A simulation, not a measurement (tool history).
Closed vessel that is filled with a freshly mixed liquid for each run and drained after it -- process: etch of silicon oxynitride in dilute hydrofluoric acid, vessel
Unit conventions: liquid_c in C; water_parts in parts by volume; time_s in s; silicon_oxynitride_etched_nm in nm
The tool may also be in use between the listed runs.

Run 1, hour 0.0: liquid_c 21 C, water_parts 45 parts by volume, time_s 700 s. Result: silicon_oxynitride_etched_nm 21.398 nm.
Run 2, hour 4.9: liquid_c 21 C, water_parts 55 parts by volume, time_s 700 s. Result: silicon_oxynitride_etched_nm 17.368 nm.
Run 3, hour 8.1: liquid_c 23 C, water_parts 45 parts by volume, time_s 700 s. Result: silicon_oxynitride_etched_nm 23.580 nm.
Run 4, hour 16.1: liquid_c 21 C, water_parts 45 parts by volume, time_s 700 s. Result: silicon_oxynitride_etched_nm 21.381 nm.
Run 5, hour 23.8: liquid_c 21 C, water_parts 45 parts by volume, time_s 535 s. Result: silicon_oxynitride_etched_nm 16.474 nm.
At hour 30.3: thermometer replaced.
Run 6, hour 30.3: liquid_c 21 C, water_parts 35 parts by volume, time_s 535 s. Result: silicon_oxynitride_etched_nm 19.855 nm.
Run 7, hour 36.1: liquid_c 23 C, water_parts 30 parts by volume, time_s 575 s. Result: silicon_oxynitride_etched_nm 27.433 nm.

What does the tool deliver on the next run?
Run 8, hour 45.4: liquid_c 23 C, water_parts 30 parts by volume, time_s 575 s. Result: silicon_oxynitride_etched_nm ?.

silicon_oxynitride_etched_nm: 27.032 nm

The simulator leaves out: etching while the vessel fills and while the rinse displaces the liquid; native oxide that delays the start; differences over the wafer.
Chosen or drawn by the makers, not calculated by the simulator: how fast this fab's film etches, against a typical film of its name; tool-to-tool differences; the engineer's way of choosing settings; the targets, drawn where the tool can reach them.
